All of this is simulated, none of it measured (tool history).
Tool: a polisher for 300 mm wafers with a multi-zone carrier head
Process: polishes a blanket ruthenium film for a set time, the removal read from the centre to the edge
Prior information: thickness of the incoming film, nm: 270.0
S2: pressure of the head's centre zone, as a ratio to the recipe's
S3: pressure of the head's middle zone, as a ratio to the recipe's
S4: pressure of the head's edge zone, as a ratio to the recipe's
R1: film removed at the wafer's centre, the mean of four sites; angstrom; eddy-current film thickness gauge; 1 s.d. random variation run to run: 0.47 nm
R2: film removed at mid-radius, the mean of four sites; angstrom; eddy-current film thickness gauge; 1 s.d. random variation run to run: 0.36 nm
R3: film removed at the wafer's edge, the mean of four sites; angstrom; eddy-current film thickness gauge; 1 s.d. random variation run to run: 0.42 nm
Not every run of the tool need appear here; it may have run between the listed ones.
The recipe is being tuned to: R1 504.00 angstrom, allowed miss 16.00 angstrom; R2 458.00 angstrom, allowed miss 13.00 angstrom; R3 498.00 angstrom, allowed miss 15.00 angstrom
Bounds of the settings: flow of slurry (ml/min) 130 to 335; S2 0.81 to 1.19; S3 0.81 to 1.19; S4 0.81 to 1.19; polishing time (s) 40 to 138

run 1 hour=0.0 | flow_of_slurry_(ml/min)=215 S2=1.00 S3=1.00 S4=1.00 polishing_time_(s)=88 | R1=551.89 R2=562.26 R3=543.78
run 2 hour=2.8 | flow_of_slurry_(ml/min)=215 S2=1.00 S3=1.00 S4=1.00 polishing_time_(s)=109 | R1=690.76 R2=702.43 R3=677.79
run 3 hour=4.6 | flow_of_slurry_(ml/min)=205 S2=0.99 S3=0.96 S4=0.98 polishing_time_(s)=103 | R1=642.16 R2=629.57 R3=641.21
run 4 hour=13.3 | flow_of_slurry_(ml/min)=205 S2=0.99 S3=0.94 S4=0.96 polishing_time_(s)=97 | R1=606.64 R2=576.35 R3=595.04
run 5 hour=15.2 | flow_of_slurry_(ml/min)=230 S2=0.99 S3=0.94 S4=0.96 polishing_time_(s)=97 | R1=613.99 R2=586.63 R3=587.14
run 6 hour=22.4 | flow_of_slurry_(ml/min)=230 S2=0.97 S3=0.91 S4=0.94 polishing_time_(s)=94 | R1=582.64 R2=552.64 R3=573.77
run 7 hour=31.1 | flow_of_slurry_(ml/min)=230 S2=0.96 S3=0.89 S4=0.92 polishing_time_(s)=91 | R1=558.71 R2=527.57 R3=542.00
run 8 hour=38.0 | flow_of_slurry_(ml/min)=230 S2=0.96 S3=0.89 S4=0.92 polishing_time_(s)=91 | R1=567.08 R2=523.69 R3=556.39
run 9 hour=40.9 | flow_of_slurry_(ml/min)=230 S2=0.95 S3=0.88 S4=0.91 polishing_time_(s)=89 | R1=540.70 R2=510.58 R3=531.14

Next run, 5 choices. One meets every target within its allowed miss, the rest don't. Which?
run A hour=43.8 | flow_of_slurry_(ml/min)=200 S2=0.91 S3=0.82 S4=0.85 polishing_time_(s)=86 | R1=? R2=? R3=?
run B hour=43.8 | flow_of_slurry_(ml/min)=240 S2=0.90 S3=0.87 S4=0.95 polishing_time_(s)=80 | R1=? R2=? R3=?
run C hour=43.8 | flow_of_slurry_(ml/min)=165 S2=0.91 S3=0.81 S4=0.94 polishing_time_(s)=84 | R1=? R2=? R3=?
run D hour=43.8 | flow_of_slurry_(ml/min)=285 S2=0.87 S3=1.06 S4=0.95 polishing_time_(s)=86 | R1=? R2=? R3=?
run E hour=43.8 | flow_of_slurry_(ml/min)=160 S2=0.83 S3=0.81 S4=0.97 polishing_time_(s)=90 | R1=? R2=? R3=?

move=A R1=494.65 R2=458.88 R3=500.33
move=B R1=467.81 R2=458.26 R3=497.71
move=C R1=468.36 R2=431.56 R3=501.51
move=D R1=500.15 R2=592.15 R3=541.05
move=E R1=463.97 R2=460.29 R3=543.45
A: all results in spec
B: the furthest-off result lands on target, but another misses its tolerance
C: takes the biggest miss from the last run beyond its target
D: lands further from the targets than the last run did
E: the furthest-off result lands on target, but another misses its tolerance
The right move is A.

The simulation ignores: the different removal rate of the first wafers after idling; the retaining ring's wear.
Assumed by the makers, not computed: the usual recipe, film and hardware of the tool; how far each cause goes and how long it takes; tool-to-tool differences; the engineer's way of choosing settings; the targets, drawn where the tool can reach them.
